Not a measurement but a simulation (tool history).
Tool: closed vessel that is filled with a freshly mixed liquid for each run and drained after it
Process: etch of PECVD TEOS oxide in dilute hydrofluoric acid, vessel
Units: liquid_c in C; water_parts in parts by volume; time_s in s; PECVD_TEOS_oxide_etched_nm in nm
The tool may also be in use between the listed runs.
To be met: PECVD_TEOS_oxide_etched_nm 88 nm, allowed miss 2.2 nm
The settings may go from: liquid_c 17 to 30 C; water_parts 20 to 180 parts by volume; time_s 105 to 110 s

Run 1, hour 0: liquid_c 22 C, water_parts 100 parts by volume, time_s 105 s. Result: PECVD_TEOS_oxide_etched_nm 28.688 nm.
Run 2, hour 0.9: liquid_c 22 C, water_parts 135 parts by volume, time_s 105 s. Result: PECVD_TEOS_oxide_etched_nm 20.188 nm.
Run 3, hour 7.4: liquid_c 23 C, water_parts 120 parts by volume, time_s 105 s. Result: PECVD_TEOS_oxide_etched_nm 23.888 nm.
Run 4, hour 13.6: liquid_c 24 C, water_parts 105 parts by volume, time_s 105 s. Result: PECVD_TEOS_oxide_etched_nm 29.28 nm.
Run 5, hour 20.9: liquid_c 24 C, water_parts 105 parts by volume, time_s 110 s. Result: PECVD_TEOS_oxide_etched_nm 30.236 nm.
Run 6, hour 29: liquid_c 25 C, water_parts 95 parts by volume, time_s 110 s. Result: PECVD_TEOS_oxide_etched_nm 35.65 nm.
Run 7, hour 35.4: liquid_c 25.5 C, water_parts 85 parts by volume, time_s 110 s. Result: PECVD_TEOS_oxide_etched_nm 40.556 nm.
Run 8, hour 40.4: liquid_c 29.5 C, water_parts 45 parts by volume, time_s 110 s. Result: PECVD_TEOS_oxide_etched_nm 96.439 nm.

Which of these 4 next moves meets every target?
Run A, hour 45.4: liquid_c 29 C, water_parts 45 parts by volume, time_s 110 s. Result: PECVD_TEOS_oxide_etched_nm ?.
Run B, hour 45.4: liquid_c 26 C, water_parts 40 parts by volume, time_s 110 s. Result: PECVD_TEOS_oxide_etched_nm ?.
Run C, hour 45.4: liquid_c 30 C, water_parts 45 parts by volume, time_s 105 s. Result: PECVD_TEOS_oxide_etched_nm ?.
Run D, hour 45.4: liquid_c 30 C, water_parts 50 parts by volume, time_s 110 s. Result: PECVD_TEOS_oxide_etched_nm ?.

move  PECVD_TEOS_oxide_etched_nm
   A                      94.434
   B                       94.83
   C                      93.781
   D                      87.742
A: nearer than the last run, and not there yet
B: nearer than the last run, and not there yet
C: nearer than the last run, and not there yet
D: meets every target
Move D is the one to make.

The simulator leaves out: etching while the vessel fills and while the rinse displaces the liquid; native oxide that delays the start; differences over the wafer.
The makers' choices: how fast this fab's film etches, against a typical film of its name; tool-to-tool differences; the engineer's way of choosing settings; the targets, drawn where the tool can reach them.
